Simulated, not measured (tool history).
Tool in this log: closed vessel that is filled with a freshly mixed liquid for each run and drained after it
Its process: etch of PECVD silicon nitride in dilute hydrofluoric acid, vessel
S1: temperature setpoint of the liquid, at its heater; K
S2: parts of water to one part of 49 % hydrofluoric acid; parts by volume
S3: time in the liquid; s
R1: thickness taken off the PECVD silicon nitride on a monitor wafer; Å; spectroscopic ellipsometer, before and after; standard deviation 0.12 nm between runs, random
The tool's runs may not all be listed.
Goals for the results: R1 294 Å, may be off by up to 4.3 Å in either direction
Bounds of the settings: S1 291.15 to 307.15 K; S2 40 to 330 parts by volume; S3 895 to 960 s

run  hour      S1   S2   S3      R1
  1     0  299.15  185  895  127.18
  2   6.6  299.15  120  895  197.01
  3    11  299.15   65  895  358.04
  4  18.5  299.15  130  895  180.95
  5  25.4  302.15  130  895  217.02
  6  29.3  303.15  130  895  229.83
  7  36.4  304.15  130  895  246.26
  8  37.9  304.65  130  895  254.59
  9  40.5  305.15  130  895  262.48

Of the 5 settings listed for the next run, only one would bring every result within its allowed miss of target. Which one?
  A  43.1  305.15  145  895   ?
  B  43.1  306.65  130  895   ?
  C  43.1  304.15  115  945   ?
  D  43.1  305.15  120  895   ?
  E  43.1  303.15  125  900   ?

move      R1
   A  234.61
   B  287.13
   C  295.03
   D  284.55
   E  242.76
A: lands further from the targets than the last run did
B: moves toward the targets from the last run without getting all of them in spec
C: hits every target within its allowed miss
D: moves toward the targets from the last run without getting all of them in spec
E: lands further from the targets than the last run did
Go with C: it meets all targets.

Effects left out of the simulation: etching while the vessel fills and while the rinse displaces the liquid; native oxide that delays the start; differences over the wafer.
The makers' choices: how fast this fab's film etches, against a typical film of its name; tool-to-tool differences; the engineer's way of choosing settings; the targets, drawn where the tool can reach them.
